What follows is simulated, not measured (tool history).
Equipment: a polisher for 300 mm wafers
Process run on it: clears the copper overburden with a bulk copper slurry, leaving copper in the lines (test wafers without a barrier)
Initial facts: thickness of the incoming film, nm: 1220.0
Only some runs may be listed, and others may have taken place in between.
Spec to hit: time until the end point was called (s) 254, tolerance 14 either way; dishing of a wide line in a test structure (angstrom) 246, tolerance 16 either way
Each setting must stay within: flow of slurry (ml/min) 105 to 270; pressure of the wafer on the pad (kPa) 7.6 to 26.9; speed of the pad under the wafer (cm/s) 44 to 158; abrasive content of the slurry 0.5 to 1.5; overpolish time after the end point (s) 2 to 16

run  hour  flow of slurry (ml/min)  pressure of the wafer on the pad (kPa)  speed of the pad under the wafer (cm/s)  abrasive content of the slurry  overpolish time after the end point (s)  time until the end point was called (s)  dishing of a wide line in a test structure (angstrom)
  1     0                      175                                    17.2                                      100                               1                                        8                                   150.96                                                 517.39
  2   4.2                      175                                    17.2                                      100                               1                                        5                                   147.51                                                 339.11
  3  10.5                      175                                    15.9                                      100                               1                                        5                                   156.07                                                 324.15
  4  17.9                      175                                    14.5                                       98                               1                                        5                                   166.08                                                 293.16
  5  21.4                      175                                    12.4                                       98                               1                                        5                                    182.8                                                 276.24
  6  26.5                      160                                    12.4                                       98                               1                                        5                                   185.04                                                 275.08
  7  32.2                      160                                    11.7                                       96                               1                                        5                                    190.1                                                 267.61
  8  40.8                      160                                      11                                       94                               1                                        5                                   198.58                                                 258.99
  9  42.8                      160                                    10.3                                       92                               1                                        5                                   216.88                                                 245.89

Which single option among these 4 for the next run brings every result within its allowed miss of target? Just one does.
  A  44.8                      160                                      11                                      106                            1.25                                        4                                        ?                                                      ?
  B  44.8                      185                                      11                                      110                            0.95                                        4                                        ?                                                      ?
  C  44.8                      195                                     7.6                                      114                             1.1                                        5                                        ?                                                      ?
  D  44.8                      165                                    10.3                                       78                            0.95                                        6                                        ?                                                      ?

move  time until the end point was called (s)  dishing of a wide line in a test structure (angstrom)
   A                                   173.37                                                 240.07
   B                                   171.92                                                 241.92
   C                                   189.28                                                 269.66
   D                                   252.03                                                 246.77
A: the biggest miss grows against the last run
B: the biggest miss grows against the last run
C: the biggest miss grows against the last run
D: every result within its allowed miss
Go with D: it meets all targets.
